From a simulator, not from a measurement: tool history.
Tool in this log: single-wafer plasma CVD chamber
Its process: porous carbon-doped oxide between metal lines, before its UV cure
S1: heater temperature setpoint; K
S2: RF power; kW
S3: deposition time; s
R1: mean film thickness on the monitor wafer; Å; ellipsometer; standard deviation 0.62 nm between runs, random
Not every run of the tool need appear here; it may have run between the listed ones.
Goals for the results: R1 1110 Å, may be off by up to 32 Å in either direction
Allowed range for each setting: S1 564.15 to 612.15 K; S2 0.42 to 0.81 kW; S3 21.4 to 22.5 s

| run | hour | S1 | S2 | S3 | R1 |
|---|---|---|---|---|---|
| 1 | 0 | 588.15 | 0.615 | 22.5 | 1423.7 |
| 2 | 3.7 | 588.15 | 0.615 | 21.4 | 1363 |
| 3 | 9 | 593.15 | 0.58 | 21.4 | 1268.4 |
| 4 | 11.3 | 593.15 | 0.58 | 22.5 | 1337 |
| 5 | 15.2 | 584.15 | 0.58 | 22.5 | 1383.4 |
| 6 | 20.6 | 584.15 | 0.65 | 22.5 | 1532 |
| 7 | 29.2 | 589.15 | 0.6 | 22.3 | 1372.3 |
| 8 | 35.7 | 593.15 | 0.57 | 22.2 | 1290.1 |
| 9 | 40 | 596.15 | 0.55 | 22.1 | 1233.3 |
| 10 | 48 | 599.15 | 0.535 | 22.1 | 1191 |
| 11 | 55.4 | 608.15 | 0.505 | 22 | 1066.9 |

Exercise: of the 5 proposed moves below, exactly one satisfies all targets within the stated allowed misses. Which move is it?
| A | 62.8 | 602.15 | 0.49 | 22.5 | ? |
| B | 62.8 | 612.15 | 0.51 | 21.4 | ? |
| C | 62.8 | 606.15 | 0.535 | 22.5 | ? |
| D | 62.8 | 601.15 | 0.54 | 22.5 | ? |
| E | 62.8 | 608.15 | 0.47 | 22.3 | ? |

| move | R1 |
|---|---|
| A | 1088.4 |
| B | 1032.8 |
| C | 1161.6 |
| D | 1197.1 |
| E | 1004.1 |
A: meets every target
B: moves away from the targets compared with the last run
C: carries the result that was furthest off beyond its target, to the other side
D: carries the result that was furthest off beyond its target, to the other side
E: moves away from the targets compared with the last run
Go with A: it meets all targets.
